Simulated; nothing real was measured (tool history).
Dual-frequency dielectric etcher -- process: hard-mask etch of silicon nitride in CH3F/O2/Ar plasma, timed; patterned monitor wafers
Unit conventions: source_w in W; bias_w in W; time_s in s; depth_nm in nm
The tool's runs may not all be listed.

Run 1, hour 0: source_w 480 W, bias_w 92 W, time_s 76.5 s. Result: depth_nm 59.294 nm.
Run 2, hour 5.1: source_w 460 W, bias_w 91 W, time_s 76.5 s. Result: depth_nm 58.677 nm.
Run 3, hour 13.1: source_w 460 W, bias_w 91 W, time_s 76.5 s. Result: depth_nm 58.85 nm.
Run 4, hour 14.3: source_w 460 W, bias_w 91 W, time_s 76.5 s. Result: depth_nm 58.736 nm.
Run 5, hour 19.9: source_w 450 W, bias_w 90 W, time_s 76.5 s. Result: depth_nm 57.397 nm.
Run 6, hour 26: source_w 450 W, bias_w 90 W, time_s 76.5 s. Result: depth_nm 57.919 nm.
Run 7, hour 28.1: source_w 440 W, bias_w 89 W, time_s 76.5 s. Result: depth_nm 57.819 nm.
Run 8, hour 33.7: source_w 430 W, bias_w 87 W, time_s 76 s. Result: depth_nm 56.04 nm.

What will run 9 give?
Run 9, hour 40.7: source_w 330 W, bias_w 84 W, time_s 76 s. Result: depth_nm ?.

{"run 9": {"depth_nm": 49.61}}

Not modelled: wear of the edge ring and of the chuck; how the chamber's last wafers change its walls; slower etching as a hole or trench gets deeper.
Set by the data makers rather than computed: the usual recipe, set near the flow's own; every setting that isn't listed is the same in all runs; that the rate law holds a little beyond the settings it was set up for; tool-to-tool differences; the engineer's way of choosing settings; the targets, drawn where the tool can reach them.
